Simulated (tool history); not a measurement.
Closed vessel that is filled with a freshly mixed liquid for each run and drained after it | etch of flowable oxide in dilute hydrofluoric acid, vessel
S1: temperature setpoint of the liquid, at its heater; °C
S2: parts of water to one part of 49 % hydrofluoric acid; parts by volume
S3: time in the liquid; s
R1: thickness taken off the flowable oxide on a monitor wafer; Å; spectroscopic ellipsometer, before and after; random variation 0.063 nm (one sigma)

run,hour,S1,S2,S3,R1
1,0,20,160,105,234.97
2,3.7,19.5,165,105,223.28
3,9,19.5,145,105,258.41
4,11.1,18,145,105,243.08
# hour 15.1: hydrofluoric acid flow meter replaced
5,15.1,18,145,110,232.05
6,22.2,18,150,110,224.88

The next listed run, before its measurement:
7,26.2,18,155,110,?

Run 7 gave R1 215.54 Å.

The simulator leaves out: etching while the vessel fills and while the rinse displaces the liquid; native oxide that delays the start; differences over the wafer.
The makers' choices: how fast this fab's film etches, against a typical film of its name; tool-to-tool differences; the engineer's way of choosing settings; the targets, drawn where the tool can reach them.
